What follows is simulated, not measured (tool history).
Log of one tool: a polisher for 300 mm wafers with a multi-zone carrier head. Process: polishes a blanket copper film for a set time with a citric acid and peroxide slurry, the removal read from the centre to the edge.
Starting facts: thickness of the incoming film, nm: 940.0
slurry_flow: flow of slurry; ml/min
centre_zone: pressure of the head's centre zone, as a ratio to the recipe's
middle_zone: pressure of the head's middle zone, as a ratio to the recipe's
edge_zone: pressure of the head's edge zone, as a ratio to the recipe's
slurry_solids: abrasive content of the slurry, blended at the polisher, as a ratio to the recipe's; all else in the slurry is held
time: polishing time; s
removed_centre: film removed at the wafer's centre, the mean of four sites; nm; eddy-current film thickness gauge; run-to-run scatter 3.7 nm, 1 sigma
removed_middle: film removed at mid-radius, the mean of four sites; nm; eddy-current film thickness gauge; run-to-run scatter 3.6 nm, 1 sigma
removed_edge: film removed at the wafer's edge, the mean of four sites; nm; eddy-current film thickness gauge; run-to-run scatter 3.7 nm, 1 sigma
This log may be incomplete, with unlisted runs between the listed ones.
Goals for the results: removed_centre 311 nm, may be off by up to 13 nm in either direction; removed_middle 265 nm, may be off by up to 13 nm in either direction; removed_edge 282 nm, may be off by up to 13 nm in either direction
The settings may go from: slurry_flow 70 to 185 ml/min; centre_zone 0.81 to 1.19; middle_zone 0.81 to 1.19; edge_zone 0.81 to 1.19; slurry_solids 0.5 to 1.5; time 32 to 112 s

{"run": 1, "hour": 0.0, "slurry_flow": 120, "centre_zone": 1, "middle_zone": 1, "edge_zone": 1, "slurry_solids": 1, "time": 72, "removed_centre": 236.86, "removed_middle": 242.37, "removed_edge": 235.77}
{"run": 2, "hour": 6.0, "slurry_flow": 120, "centre_zone": 1, "middle_zone": 1, "edge_zone": 1, "slurry_solids": 1, "time": 87, "removed_centre": 284.85, "removed_middle": 293.16, "removed_edge": 282.77}
{"run": 3, "hour": 14.6, "slurry_flow": 120, "centre_zone": 1, "middle_zone": 1, "edge_zone": 0.91, "slurry_solids": 1, "time": 87, "removed_centre": 291.38, "removed_middle": 283.51, "removed_edge": 271.34}
{"run": 4, "hour": 15.3, "slurry_flow": 120, "centre_zone": 1, "middle_zone": 1, "edge_zone": 0.91, "slurry_solids": 1, "time": 103, "removed_centre": 328.91, "removed_middle": 349.93, "removed_edge": 323.63}
{"run": 5, "hour": 18.7, "slurry_flow": 110, "centre_zone": 1.01, "middle_zone": 0.95, "edge_zone": 0.89, "slurry_solids": 0.95, "time": 102, "removed_centre": 327.73, "removed_middle": 321.86, "removed_edge": 301.24}
{"run": 6, "hour": 22.5, "slurry_flow": 110, "centre_zone": 1.02, "middle_zone": 0.9, "edge_zone": 0.92, "slurry_solids": 0.95, "time": 100, "removed_centre": 320.15, "removed_middle": 301.02, "removed_edge": 310.07}
{"run": 7, "hour": 26.5, "slurry_flow": 105, "centre_zone": 1.03, "middle_zone": 0.88, "edge_zone": 0.9, "slurry_solids": 0.95, "time": 100, "removed_centre": 324.33, "removed_middle": 284.65, "removed_edge": 306.7}
{"run": 8, "hour": 30.3, "slurry_flow": 100, "centre_zone": 1.03, "middle_zone": 0.88, "edge_zone": 0.88, "slurry_solids": 0.95, "time": 100, "removed_centre": 310.63, "removed_middle": 285.22, "removed_edge": 298.73}
{"run": 9, "hour": 31.2, "slurry_flow": 100, "centre_zone": 1.04, "middle_zone": 0.87, "edge_zone": 0.87, "slurry_solids": 0.9, "time": 100, "removed_centre": 314.39, "removed_middle": 275.64, "removed_edge": 292.94}
{"run": 10, "hour": 32.1, "slurry_flow": 100, "centre_zone": 1.04, "middle_zone": 0.87, "edge_zone": 0.86, "slurry_solids": 0.9, "time": 100, "removed_centre": 318.01, "removed_middle": 278.1, "removed_edge": 286.54}

Of the 5 settings listed for the next run, only one would bring every result within its allowed miss of target. Which one?
{"run": "A", "hour": 33.0, "slurry_flow": 125, "centre_zone": 0.96, "middle_zone": 0.89, "edge_zone": 0.81, "slurry_solids": 1, "time": 99, "removed_centre": "?", "removed_middle": "?", "removed_edge": "?"}
{"run": "B", "hour": 33.0, "slurry_flow": 90, "centre_zone": 1.02, "middle_zone": 0.83, "edge_zone": 1.02, "slurry_solids": 0.95, "time": 99, "removed_centre": "?", "removed_middle": "?", "removed_edge": "?"}
{"run": "C", "hour": 33.0, "slurry_flow": 120, "centre_zone": 1.19, "middle_zone": 0.89, "edge_zone": 0.86, "slurry_solids": 0.85, "time": 90, "removed_centre": "?", "removed_middle": "?", "removed_edge": "?"}
{"run": "D", "hour": 33.0, "slurry_flow": 130, "centre_zone": 1.04, "middle_zone": 0.84, "edge_zone": 0.89, "slurry_solids": 1, "time": 91, "removed_centre": "?", "removed_middle": "?", "removed_edge": "?"}
{"run": "E", "hour": 33.0, "slurry_flow": 95, "centre_zone": 1.01, "middle_zone": 0.88, "edge_zone": 0.81, "slurry_solids": 0.95, "time": 105, "removed_centre": "?", "removed_middle": "?", "removed_edge": "?"}

move=A removed_centre=310.04 removed_middle=308.4 removed_edge=299.23
move=B removed_centre=299.07 removed_middle=267.13 removed_edge=312.85
move=C removed_centre=333.45 removed_middle=267.14 removed_edge=267.15
move=D removed_centre=311.55 removed_middle=272.24 removed_edge=288.62
move=E removed_centre=319.01 removed_middle=301.33 removed_edge=300.8
A: misses by more than the last run did
B: brings the result that was furthest off to its target, and leaves another outside
C: brings the result that was furthest off to its target, and leaves another outside
D: meets every target
E: misses by more than the last run did
D meets every target.
